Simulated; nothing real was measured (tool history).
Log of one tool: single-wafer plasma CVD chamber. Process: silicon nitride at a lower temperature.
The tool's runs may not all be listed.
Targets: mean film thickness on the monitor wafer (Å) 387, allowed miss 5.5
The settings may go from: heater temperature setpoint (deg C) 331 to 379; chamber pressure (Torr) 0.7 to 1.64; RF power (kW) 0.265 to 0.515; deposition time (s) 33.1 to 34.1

run	hour	heater temperature setpoint (deg C)	chamber pressure (Torr)	RF power (kW)	deposition time (s)	mean film thickness on the monitor wafer (Å)
1	0	355	1.17	0.39	33.1	446.11
2	2.2	355	1.24	0.39	33.1	453.46
3	6	355	1.24	0.39	34.1	467.04
4	8.3	355	1.13	0.375	34.1	445.87
5	14.7	355	1.05	0.375	34.1	435.36
# hour 19.2: thermocouple changed; heater temperature recalibrated
6	19.2	355	1.18	0.375	34.1	451.67
7	21.7	355	0.95	0.35	34	413.05
8	25.2	355	0.9	0.345	34	404.77
9	32.2	355	0.86	0.345	34	397.95
10	38.4	355	0.84	0.345	34	394.68

4 next moves are on the table. One of them brings every result within its allowed miss. Which?
A	44.6	349	1	0.33	33.7	?
B	44.6	366	0.83	0.375	33.6	?
C	44.6	354	0.82	0.405	33.1	?
D	44.6	354	0.88	0.33	33.5	?

move	mean film thickness on the monitor wafer (Å)
A	404.89
B	399.96
C	406.81
D	386.97
A: further off than the last run
B: further off than the last run
C: further off than the last run
D: meets every target
Move D is the one to make.

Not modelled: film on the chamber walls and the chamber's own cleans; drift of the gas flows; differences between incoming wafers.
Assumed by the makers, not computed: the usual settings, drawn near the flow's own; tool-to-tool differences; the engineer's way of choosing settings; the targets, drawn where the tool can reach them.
